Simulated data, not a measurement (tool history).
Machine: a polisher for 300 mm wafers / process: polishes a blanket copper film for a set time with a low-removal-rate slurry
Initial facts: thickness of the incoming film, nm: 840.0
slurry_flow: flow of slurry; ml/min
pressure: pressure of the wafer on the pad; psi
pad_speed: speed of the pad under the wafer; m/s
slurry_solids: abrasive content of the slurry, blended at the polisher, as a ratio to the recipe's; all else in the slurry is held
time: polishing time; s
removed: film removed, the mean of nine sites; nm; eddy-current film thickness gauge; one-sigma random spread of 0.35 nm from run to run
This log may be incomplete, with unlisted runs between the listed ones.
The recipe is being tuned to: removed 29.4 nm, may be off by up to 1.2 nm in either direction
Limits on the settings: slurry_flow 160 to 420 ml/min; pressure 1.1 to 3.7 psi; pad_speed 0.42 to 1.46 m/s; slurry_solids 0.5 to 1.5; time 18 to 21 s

Run 1, day 0: slurry_flow 270 ml/min, pressure 2.4 psi, pad_speed 0.94 m/s, slurry_solids 1, time 21 s. Result: removed 52.111 nm.
Run 2, day 0.371: slurry_flow 270 ml/min, pressure 2 psi, pad_speed 0.92 m/s, slurry_solids 1, time 21 s. Result: removed 43.306 nm.
Run 3, day 0.683: slurry_flow 270 ml/min, pressure 1.7 psi, pad_speed 0.92 m/s, slurry_solids 1, time 21 s. Result: removed 37.489 nm.
Run 4, day 0.717: slurry_flow 270 ml/min, pressure 2.1 psi, pad_speed 0.92 m/s, slurry_solids 1, time 21 s. Result: removed 45.664 nm.
Run 5, day 0.846: slurry_flow 270 ml/min, pressure 1.8 psi, pad_speed 0.92 m/s, slurry_solids 1, time 21 s. Result: removed 39.037 nm.
Run 6, day 1.05: slurry_flow 270 ml/min, pressure 1.8 psi, pad_speed 0.92 m/s, slurry_solids 0.85, time 21 s. Result: removed 38.881 nm.
Run 7, day 1.425: slurry_flow 270 ml/min, pressure 1.6 psi, pad_speed 0.92 m/s, slurry_solids 0.85, time 21 s. Result: removed 34.641 nm.
Run 8, day 1.525: slurry_flow 270 ml/min, pressure 1.5 psi, pad_speed 0.92 m/s, slurry_solids 0.85, time 21 s. Result: removed 31.576 nm.

Exactly one of the 5 candidate moves below puts every result within its allowed miss. Which one?
Run A, day 1.625: slurry_flow 320 ml/min, pressure 1.7 psi, pad_speed 0.94 m/s, slurry_solids 0.9, time 18 s. Result: removed ?.
Run B, day 1.625: slurry_flow 270 ml/min, pressure 1.5 psi, pad_speed 1.04 m/s, slurry_solids 0.85, time 21 s. Result: removed ?.
Run C, day 1.625: slurry_flow 240 ml/min, pressure 1.3 psi, pad_speed 1.08 m/s, slurry_solids 0.8, time 21 s. Result: removed ?.
Run D, day 1.625: slurry_flow 260 ml/min, pressure 1.8 psi, pad_speed 0.98 m/s, slurry_solids 0.5, time 18 s. Result: removed ?.
Run E, day 1.625: slurry_flow 255 ml/min, pressure 1.6 psi, pad_speed 0.96 m/s, slurry_solids 0.8, time 20 s. Result: removed ?.

move  removed
   A   32.859
   B   36.482
   C   32.184
   D   29.835
   E    33.46
A: its largest miss is bigger than the last run's
B: its largest miss is bigger than the last run's
C: its largest miss is bigger than the last run's
D: all results land within tolerance of their targets
E: its largest miss is bigger than the last run's
Move D is the one to make.
